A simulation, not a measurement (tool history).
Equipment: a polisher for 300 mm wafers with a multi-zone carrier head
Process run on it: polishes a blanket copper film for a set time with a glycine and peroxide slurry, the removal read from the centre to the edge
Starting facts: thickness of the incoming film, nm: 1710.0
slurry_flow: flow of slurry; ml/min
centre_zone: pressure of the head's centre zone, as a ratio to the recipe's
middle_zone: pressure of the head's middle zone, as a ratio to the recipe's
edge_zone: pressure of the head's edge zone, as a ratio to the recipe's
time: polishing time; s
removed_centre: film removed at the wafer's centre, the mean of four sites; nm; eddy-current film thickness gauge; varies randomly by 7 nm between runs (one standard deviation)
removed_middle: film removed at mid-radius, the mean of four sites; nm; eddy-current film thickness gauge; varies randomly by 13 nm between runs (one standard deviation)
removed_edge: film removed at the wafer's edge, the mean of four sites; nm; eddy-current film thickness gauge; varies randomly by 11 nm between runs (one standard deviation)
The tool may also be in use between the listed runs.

run,hour,slurry_flow,centre_zone,middle_zone,edge_zone,time,removed_centre,removed_middle,removed_edge
1,0.0,175,1.00,1.00,1.00,72,526.73,529.70,529.69
2,0.6,175,1.00,1.05,1.00,72,522.96,541.15,524.65
3,8.8,175,1.00,1.05,0.95,72,521.39,546.60,523.28
4,9.8,175,1.00,1.13,0.95,72,533.32,563.22,511.97
5,16.9,175,0.98,1.12,0.96,76,554.25,583.94,556.79
6,23.0,180,0.96,1.13,0.94,79,563.68,622.03,564.10
7,31.6,195,0.92,1.19,1.04,99,695.29,822.40,750.33

What will run 8 give?
8,40.4,195,0.92,1.18,1.05,100,?,?,?

Run 8 produced removed_centre 705.52 nm, removed_middle 831.36 nm, removed_edge 787.99 nm.
